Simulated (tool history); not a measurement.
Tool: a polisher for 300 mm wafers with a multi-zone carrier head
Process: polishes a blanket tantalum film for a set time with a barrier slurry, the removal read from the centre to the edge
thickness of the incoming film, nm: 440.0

run,day,flow of slurry (ml/min),pressure of the head's centre zone,pressure of the head's middle zone,pressure of the head's edge zone,abrasive content of the slurry,polishing time (s),film removed at the wafer's centre (Å),film removed at mid-radius (Å),film removed at the wafer's edge (Å)
1,0,175,1,1,1,1,73,811.12,819.65,804.6
2,0.038,170,1,0.97,1.01,1,73,824.4,789.56,813.17
3,0.171,170,0.96,0.97,1.01,1,73,781.72,789.69,818.74
4,0.292,170,0.96,0.97,0.97,1,73,796.25,790.4,807.56
5,0.492,170,0.96,1.03,0.97,1,73,788.18,829.56,800.59
6,0.862,170,0.96,1.03,0.97,1,56,604.28,631.19,623.23

The next listed run, before its measurement:
7,0.912,210,1.02,0.93,1.07,1.25,57,?,?,?

{"run 7": {"film removed at the wafer's centre (Å)": 729.81, "film removed at mid-radius (Å)": 649.48, "film removed at the wafer's edge (Å)": 710.92}}
